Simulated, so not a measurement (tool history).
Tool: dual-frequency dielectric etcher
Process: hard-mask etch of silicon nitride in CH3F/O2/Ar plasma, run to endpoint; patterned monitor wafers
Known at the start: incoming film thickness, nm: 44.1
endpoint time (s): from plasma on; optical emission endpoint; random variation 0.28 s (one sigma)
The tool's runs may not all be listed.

run	hour	source power (W)	bias power (W)	endpoint time (s)
1	0.0	350	77	62.395
2	8.2	350	64	65.931
3	15.5	320	64	68.742
4	24.2	360	65	64.619
5	28.4	390	65	62.719
6	29.5	390	60	64.660
7	34.7	420	61	61.772

The next listed run, before its measurement:
8	36.4	440	61	?

Run 8 gave endpoint time (s) 60.556.

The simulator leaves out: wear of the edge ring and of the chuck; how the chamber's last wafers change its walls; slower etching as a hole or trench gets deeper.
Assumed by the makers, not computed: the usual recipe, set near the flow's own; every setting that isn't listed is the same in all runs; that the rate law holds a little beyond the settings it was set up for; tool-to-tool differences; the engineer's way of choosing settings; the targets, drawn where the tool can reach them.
